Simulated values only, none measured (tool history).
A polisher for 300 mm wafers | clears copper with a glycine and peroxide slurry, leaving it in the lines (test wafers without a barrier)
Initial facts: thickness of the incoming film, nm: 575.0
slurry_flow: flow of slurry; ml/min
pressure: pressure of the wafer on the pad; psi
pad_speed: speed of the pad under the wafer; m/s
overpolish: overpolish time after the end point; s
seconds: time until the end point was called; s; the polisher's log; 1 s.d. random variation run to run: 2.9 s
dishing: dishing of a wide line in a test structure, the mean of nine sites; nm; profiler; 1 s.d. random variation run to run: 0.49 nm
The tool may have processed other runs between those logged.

run 1 day=0 | slurry_flow=230 pressure=2.2 pad_speed=1.28 overpolish=8 | seconds=111.63 dishing=28.787
run 2 day=0.296 | slurry_flow=230 pressure=2.1 pad_speed=1.28 overpolish=8 | seconds=118.09 dishing=27.137
run 3 day=0.338 | slurry_flow=230 pressure=2.1 pad_speed=1.28 overpolish=5 | seconds=118.89 dishing=18.557
run 4 day=0.392 | slurry_flow=230 pressure=1.7 pad_speed=1.28 overpolish=5 | seconds=141.99 dishing=15.511
run 5 day=0.508 | slurry_flow=230 pressure=1.7 pad_speed=1.28 overpolish=2 | seconds=139.95 dishing=6.398
run 6 day=0.633 | slurry_flow=230 pressure=1.7 pad_speed=1.26 overpolish=3 | seconds=139.45 dishing=9.3986

What does the tool deliver on the next run?
run 7 day=0.962 | slurry_flow=230 pressure=1.7 pad_speed=1.22 overpolish=4 | seconds=? dishing=?

{"run 7": {"seconds": 147, "dishing": 12.2}}

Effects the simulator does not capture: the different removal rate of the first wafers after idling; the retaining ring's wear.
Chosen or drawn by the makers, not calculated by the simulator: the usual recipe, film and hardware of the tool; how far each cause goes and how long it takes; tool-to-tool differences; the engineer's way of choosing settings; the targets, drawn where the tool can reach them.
